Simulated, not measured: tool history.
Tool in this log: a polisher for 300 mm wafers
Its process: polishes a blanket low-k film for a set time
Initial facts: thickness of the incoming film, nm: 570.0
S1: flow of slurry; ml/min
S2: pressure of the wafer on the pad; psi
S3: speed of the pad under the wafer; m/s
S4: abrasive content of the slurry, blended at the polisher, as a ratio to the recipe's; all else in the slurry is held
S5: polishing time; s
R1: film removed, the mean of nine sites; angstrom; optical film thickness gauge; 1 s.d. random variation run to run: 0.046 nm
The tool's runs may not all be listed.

Run 1, hour 0.0: S1 215 ml/min, S2 2.1 psi, S3 0.90 m/s, S4 1.0, S5 19 s. Result: R1 79.006 angstrom.
Run 2, hour 1.2: S1 175 ml/min, S2 2.1 psi, S3 0.90 m/s, S4 1.0, S5 19 s. Result: R1 78.132 angstrom.
Run 3, hour 10.2: S1 175 ml/min, S2 2.1 psi, S3 0.90 m/s, S4 1.0, S5 17 s. Result: R1 68.835 angstrom.
Run 4, hour 16.2: S1 175 ml/min, S2 2.1 psi, S3 0.90 m/s, S4 0.9, S5 17 s. Result: R1 65.116 angstrom.
Run 5, hour 20.0: S1 175 ml/min, S2 2.1 psi, S3 0.76 m/s, S4 0.9, S5 17 s. Result: R1 57.216 angstrom.
At hour 26.7: head pressure recalibrated.
Run 6, hour 26.7: S1 175 ml/min, S2 2.3 psi, S3 0.76 m/s, S4 0.9, S5 17 s. Result: R1 62.591 angstrom.

Estimate the outcome of run 7 from the log above:
Run 7, hour 33.6: S1 170 ml/min, S2 2.3 psi, S3 0.76 m/s, S4 0.9, S5 17 s. Result: R1 ?.

{"run 7": {"R1": 62.258}}
